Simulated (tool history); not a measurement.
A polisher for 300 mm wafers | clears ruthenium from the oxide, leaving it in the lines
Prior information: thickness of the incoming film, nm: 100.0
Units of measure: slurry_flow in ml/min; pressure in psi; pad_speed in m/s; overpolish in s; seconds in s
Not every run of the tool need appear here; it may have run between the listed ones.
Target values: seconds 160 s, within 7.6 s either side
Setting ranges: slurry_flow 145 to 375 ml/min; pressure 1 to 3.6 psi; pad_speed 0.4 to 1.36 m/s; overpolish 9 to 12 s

Run 1, day 0: slurry_flow 240 ml/min, pressure 2.3 psi, pad_speed 0.88 m/s, overpolish 12 s. Result: seconds 79.954 s.
Run 2, day 0.046: slurry_flow 240 ml/min, pressure 2.3 psi, pad_speed 0.78 m/s, overpolish 12 s. Result: seconds 91.954 s.
Run 3, day 0.325: slurry_flow 240 ml/min, pressure 1.9 psi, pad_speed 0.76 m/s, overpolish 12 s. Result: seconds 110.23 s.
Run 4, day 0.654: slurry_flow 240 ml/min, pressure 1.6 psi, pad_speed 0.76 m/s, overpolish 12 s. Result: seconds 130.97 s.
Run 5, day 0.992: slurry_flow 280 ml/min, pressure 1.6 psi, pad_speed 0.76 m/s, overpolish 12 s. Result: seconds 124.31 s.
Run 6, day 1.2: slurry_flow 280 ml/min, pressure 1.9 psi, pad_speed 0.76 m/s, overpolish 12 s. Result: seconds 107.42 s.
Run 7, day 1.362: slurry_flow 280 ml/min, pressure 1.9 psi, pad_speed 0.76 m/s, overpolish 12 s. Result: seconds 109.9 s.
Run 8, day 1.462: slurry_flow 280 ml/min, pressure 1.6 psi, pad_speed 0.76 m/s, overpolish 12 s. Result: seconds 125.7 s.
Run 9, day 1.796: slurry_flow 275 ml/min, pressure 1.4 psi, pad_speed 0.76 m/s, overpolish 12 s. Result: seconds 145.04 s.

4 candidate next runs follow, results not yet known. Just one meets every target within its allowed miss. Identify it.
Run A, day 2.129: slurry_flow 280 ml/min, pressure 1.3 psi, pad_speed 0.84 m/s, overpolish 12 s. Result: seconds ?.
Run B, day 2.129: slurry_flow 285 ml/min, pressure 1.2 psi, pad_speed 0.7 m/s, overpolish 12 s. Result: seconds ?.
Run C, day 2.129: slurry_flow 295 ml/min, pressure 1 psi, pad_speed 0.8 m/s, overpolish 9 s. Result: seconds ?.
Run D, day 2.129: slurry_flow 255 ml/min, pressure 1.5 psi, pad_speed 0.64 m/s, overpolish 12 s. Result: seconds ?.

move  seconds
   A   140.27
   B    178.7
   C   182.08
   D   162.55
A: moves away from the targets compared with the last run
B: pushes the last run's worst result past its target
C: pushes the last run's worst result past its target
D: every result lands within tolerance
D meets every target.
